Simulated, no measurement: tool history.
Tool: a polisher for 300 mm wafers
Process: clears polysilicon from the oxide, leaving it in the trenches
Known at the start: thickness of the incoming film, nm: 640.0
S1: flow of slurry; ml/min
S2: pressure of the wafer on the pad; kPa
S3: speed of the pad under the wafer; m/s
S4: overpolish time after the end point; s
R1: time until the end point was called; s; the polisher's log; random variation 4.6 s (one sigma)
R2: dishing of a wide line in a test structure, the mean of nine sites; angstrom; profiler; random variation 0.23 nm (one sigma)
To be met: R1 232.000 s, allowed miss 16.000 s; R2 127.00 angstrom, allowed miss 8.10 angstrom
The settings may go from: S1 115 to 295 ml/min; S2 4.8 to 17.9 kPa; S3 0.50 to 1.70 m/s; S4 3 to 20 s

run	day	S1	S2	S3	S4	R1	R2
1	0.000	190	11.0	1.10	10	81.275	399.87
2	0.167	185	10.3	1.02	9	94.256	346.71
3	0.396	150	10.3	1.02	9	94.212	337.36
4	0.721	150	13.1	1.02	9	81.742	368.14
5	0.817	145	11.7	0.96	8	93.261	308.06
6	1.188	170	11.7	0.96	8	92.680	325.13
7	1.292	165	11.0	0.90	7	101.530	286.24
8	1.446	160	10.3	0.84	6	114.460	222.26
9	1.767	145	6.9	0.58	8	228.560	170.81
10	1.962	145	6.9	0.58	7	227.000	155.31

Which of these 4 next moves meets every target?
A	2.158	130	5.5	0.68	6	?	?
B	2.158	180	7.6	0.50	7	?	?
C	2.158	120	6.9	0.60	8	?	?
D	2.158	245	7.6	0.50	9	?	?

move	R1	R2
A	225.370	130.41
B	229.830	146.47
C	224.400	167.25
D	220.410	186.93
A: meets every target
B: nearer than the last run, and not there yet
C: further off than the last run
D: further off than the last run
Answer: A
